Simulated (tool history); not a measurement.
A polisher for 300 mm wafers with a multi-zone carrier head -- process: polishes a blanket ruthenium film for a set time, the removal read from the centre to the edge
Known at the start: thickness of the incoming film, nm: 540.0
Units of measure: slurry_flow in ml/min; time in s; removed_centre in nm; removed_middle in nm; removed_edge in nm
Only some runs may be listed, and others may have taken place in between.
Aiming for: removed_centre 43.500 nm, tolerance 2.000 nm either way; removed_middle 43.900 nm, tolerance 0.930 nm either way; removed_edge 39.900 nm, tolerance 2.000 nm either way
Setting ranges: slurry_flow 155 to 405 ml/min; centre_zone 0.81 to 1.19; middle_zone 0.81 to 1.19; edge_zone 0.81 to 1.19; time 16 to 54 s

run 1 hour=0.0 | slurry_flow=260 centre_zone=1.00 middle_zone=1.00 edge_zone=1.00 time=35 | removed_centre=50.204 removed_middle=50.153 removed_edge=48.772
run 2 hour=8.2 | slurry_flow=255 centre_zone=0.99 middle_zone=0.99 edge_zone=0.95 time=34 | removed_centre=46.460 removed_middle=47.126 removed_edge=45.928
run 3 hour=10.6 | slurry_flow=250 centre_zone=1.00 middle_zone=1.00 edge_zone=0.91 time=33 | removed_centre=46.921 removed_middle=46.946 removed_edge=44.645
run 4 hour=14.7 | slurry_flow=225 centre_zone=1.00 middle_zone=1.00 edge_zone=0.91 time=33 | removed_centre=45.595 removed_middle=46.350 removed_edge=44.374
run 5 hour=22.5 | slurry_flow=225 centre_zone=0.93 middle_zone=1.00 edge_zone=0.91 time=33 | removed_centre=42.996 removed_middle=46.112 removed_edge=43.272
run 6 hour=24.4 | slurry_flow=225 centre_zone=0.93 middle_zone=1.00 edge_zone=0.91 time=38 | removed_centre=48.374 removed_middle=52.825 removed_edge=48.595
run 7 hour=31.7 | slurry_flow=220 centre_zone=0.97 middle_zone=0.97 edge_zone=0.81 time=31 | removed_centre=42.483 removed_middle=42.291 removed_edge=38.230
run 8 hour=39.5 | slurry_flow=225 centre_zone=0.97 middle_zone=0.98 edge_zone=0.82 time=31 | removed_centre=41.723 removed_middle=42.377 removed_edge=39.481

5 candidate next runs follow, results not yet known. Just one meets every target within its allowed miss. Identify it.
run A hour=47.3 | slurry_flow=190 centre_zone=1.00 middle_zone=0.99 edge_zone=0.81 time=32 | removed_centre=? removed_middle=? removed_edge=?
run B hour=47.3 | slurry_flow=280 centre_zone=1.11 middle_zone=0.98 edge_zone=0.81 time=31 | removed_centre=? removed_middle=? removed_edge=?
run C hour=47.3 | slurry_flow=215 centre_zone=1.04 middle_zone=0.88 edge_zone=0.92 time=33 | removed_centre=? removed_middle=? removed_edge=?
run D hour=47.3 | slurry_flow=265 centre_zone=0.86 middle_zone=1.01 edge_zone=0.82 time=31 | removed_centre=? removed_middle=? removed_edge=?
run E hour=47.3 | slurry_flow=235 centre_zone=0.99 middle_zone=0.94 edge_zone=0.83 time=31 | removed_centre=? removed_middle=? removed_edge=?

move=A removed_centre=43.374 removed_middle=43.633 removed_edge=40.549
move=B removed_centre=48.692 removed_middle=43.573 removed_edge=40.442
move=C removed_centre=47.183 removed_middle=41.815 removed_edge=44.602
move=D removed_centre=37.505 removed_middle=44.400 removed_edge=40.477
move=E removed_centre=42.628 removed_middle=41.596 removed_edge=40.363
A: hits every target within its allowed miss
B: the worst result of the last run now meets its target, but another is out of spec
C: lands further from the targets than the last run did
D: the worst result of the last run now meets its target, but another is out of spec
E: lands further from the targets than the last run did
A meets every target.
